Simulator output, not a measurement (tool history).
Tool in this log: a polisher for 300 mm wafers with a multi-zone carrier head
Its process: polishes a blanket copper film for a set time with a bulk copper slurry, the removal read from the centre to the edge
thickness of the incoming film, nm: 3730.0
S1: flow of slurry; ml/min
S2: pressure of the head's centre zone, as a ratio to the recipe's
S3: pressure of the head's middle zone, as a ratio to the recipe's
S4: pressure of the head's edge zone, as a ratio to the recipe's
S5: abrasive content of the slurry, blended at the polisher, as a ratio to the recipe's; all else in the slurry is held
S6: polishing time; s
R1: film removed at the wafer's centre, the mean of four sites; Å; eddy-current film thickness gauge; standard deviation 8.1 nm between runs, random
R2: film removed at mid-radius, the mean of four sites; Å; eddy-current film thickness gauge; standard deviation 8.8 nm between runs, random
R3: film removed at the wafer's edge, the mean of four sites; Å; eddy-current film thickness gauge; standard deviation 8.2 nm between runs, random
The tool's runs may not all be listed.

run  hour   S1    S2    S3    S4    S5  S6      R1      R2      R3
  1     0  185     1     1     1     1  83  6213.8    6376  6420.3
  2   6.4  185  0.92     1     1     1  83  5692.7  6389.8    6484
  3   9.9  185  0.92     1     1     1  95  6548.5  7267.7  7376.9
  4  14.8  185  0.92  1.08     1     1  95    6529  7815.2  7352.8
  5  21.1  185  0.92  1.01     1     1  95  6516.6  7251.5  7378.4
  6  21.7  185  0.97  1.01     1     1  95  6937.3  7162.8  7343.5
  7  29.7  195  0.98  1.03  1.03  1.05  95  7294.7  7565.9  7536.4

Run 8 comes next. What will it give?
  8  36.2  200  0.97  1.03  1.06  1.1  96   ?   ?   ?

R1: 7151.6 Å
R2: 7723.6 Å
R3: 7832.7 Å
